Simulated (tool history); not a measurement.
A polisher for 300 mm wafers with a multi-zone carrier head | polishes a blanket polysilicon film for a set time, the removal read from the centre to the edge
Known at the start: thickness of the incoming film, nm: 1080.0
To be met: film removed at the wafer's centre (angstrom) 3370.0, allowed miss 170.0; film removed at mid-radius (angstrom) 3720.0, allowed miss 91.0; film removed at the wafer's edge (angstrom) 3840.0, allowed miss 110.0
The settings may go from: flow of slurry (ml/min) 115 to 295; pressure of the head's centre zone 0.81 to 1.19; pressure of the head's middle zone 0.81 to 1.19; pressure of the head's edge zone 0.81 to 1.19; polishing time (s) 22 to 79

| run | day | flow of slurry (ml/min) | pressure of the head's centre zone | pressure of the head's middle zone | pressure of the head's edge zone | polishing time (s) | film removed at the wafer's centre (angstrom) | film removed at mid-radius (angstrom) | film removed at the wafer's edge (angstrom) |
|---|---|---|---|---|---|---|---|---|---|
| 1 | 0.000 | 190 | 1.00 | 1.00 | 1.00 | 50 | 3093.8 | 3157.3 | 3043.7 |
| 2 | 0.217 | 195 | 0.99 | 1.00 | 1.03 | 51 | 3177.6 | 3249.5 | 3140.3 |
| 3 | 0.575 | 195 | 0.99 | 1.00 | 0.96 | 51 | 3165.2 | 3250.2 | 3005.9 |
| 4 | 0.812 | 195 | 0.96 | 1.00 | 0.96 | 51 | 3077.7 | 3238.1 | 3035.8 |
| 5 | 0.996 | 195 | 0.96 | 1.00 | 0.90 | 51 | 3125.5 | 3223.2 | 2964.7 |
| 6 | 1.142 | 200 | 0.95 | 0.99 | 0.94 | 52 | 3211.8 | 3313.0 | 3051.3 |
| 7 | 1.267 | 190 | 0.96 | 1.00 | 0.97 | 53 | 3223.7 | 3360.8 | 3210.2 |
| 8 | 1.458 | 190 | 0.96 | 1.00 | 0.99 | 54 | 3272.7 | 3435.1 | 3247.7 |
| 9 | 1.671 | 190 | 0.95 | 1.00 | 1.02 | 55 | 3320.1 | 3505.1 | 3388.2 |
| 10 | 1.821 | 190 | 0.94 | 1.00 | 1.04 | 55 | 3185.4 | 3492.5 | 3401.3 |
| 11 | 2.092 | 240 | 0.96 | 0.98 | 1.14 | 57 | 3525.9 | 3675.8 | 3746.0 |

Which of these 4 next moves meets every target?
| A | 2.362 | 265 | 1.01 | 0.98 | 1.10 | 58 | ? | ? | ? |
| B | 2.362 | 240 | 0.92 | 1.00 | 1.19 | 57 | ? | ? | ? |
| C | 2.362 | 205 | 0.94 | 1.06 | 1.09 | 57 | ? | ? | ? |
| D | 2.362 | 220 | 1.02 | 1.00 | 1.16 | 57 | ? | ? | ? |

| move | film removed at the wafer's centre (angstrom) | film removed at mid-radius (angstrom) | film removed at the wafer's edge (angstrom) |
|---|---|---|---|
| A | 3896.0 | 3782.8 | 3828.9 |
| B | 3439.6 | 3732.2 | 3866.6 |
| C | 3431.2 | 3819.9 | 3649.4 |
| D | 3767.4 | 3687.0 | 3787.1 |
A: further off than the last run
B: meets every target
C: brings the result that was furthest off to its target, and leaves another outside
D: further off than the last run
The right move is B.
